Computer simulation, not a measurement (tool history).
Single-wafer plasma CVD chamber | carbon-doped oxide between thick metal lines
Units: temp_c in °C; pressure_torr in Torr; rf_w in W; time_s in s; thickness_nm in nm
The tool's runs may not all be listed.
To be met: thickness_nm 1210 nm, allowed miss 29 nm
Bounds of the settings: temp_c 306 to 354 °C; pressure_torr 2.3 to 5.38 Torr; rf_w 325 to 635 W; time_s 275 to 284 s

run	hour	temp_c	pressure_torr	rf_w	time_s	thickness_nm
1	0	330	3.84	480	275	1413.5
2	5.7	330	3.84	480	275	1409.9
3	6.4	330	3.84	525	275	1505.6
4	8.8	331	3.76	515	275	1481.8
5	14.7	338	3.76	515	275	1448.3
6	17.6	328	3.76	515	275	1492.6
7	22.2	329	3.7	505	275	1460.2
8	23.2	330	3.62	495	275	1432
9	26.5	331	3.55	485	275	1410
# hour 27.1: capacitance manometer re-zeroed and calibrated
10	27.1	332	3.52	475	275	1375
11	30.1	333	3.45	470	275	1359.5
12	33.3	334	3.39	465	275	1339.4
13	37.1	335	3.33	460	275	1326.3
14	46.1	336	3.28	455	275	1303.2
15	50.3	337	3.23	455	275	1296.9

Which of these 4 next moves meets every target?
A	54.5	328	3.3	465	275	?
B	54.5	334	2.83	425	275	?
C	54.5	340	3.36	490	284	?
D	54.5	345	3.29	405	275	?

move	thickness_nm
A	1355.7
B	1218.9
C	1412
D	1149
A: further off than the last run
B: meets every target
C: further off than the last run
D: takes the result that was furthest off past its target
Move B is the one to make.
